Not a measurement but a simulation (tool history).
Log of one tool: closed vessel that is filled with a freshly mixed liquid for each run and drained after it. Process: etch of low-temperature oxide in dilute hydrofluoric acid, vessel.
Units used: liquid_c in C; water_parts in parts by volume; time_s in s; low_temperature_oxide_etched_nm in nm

run,hour,liquid_c,water_parts,time_s,low_temperature_oxide_etched_nm
1,0,22,280,705,28.22
2,2.6,22,320,705,24.133
3,6.5,22,320,705,24.079
4,10.1,18.5,320,705,20.584
5,14.2,18,325,705,20.216
6,20.3,18,405,705,15.089
7,22.5,18.5,405,705,15.582

Expected results for the next run?
8,24.3,19,405,705,?

low_temperature_oxide_etched_nm: 15.753 nm
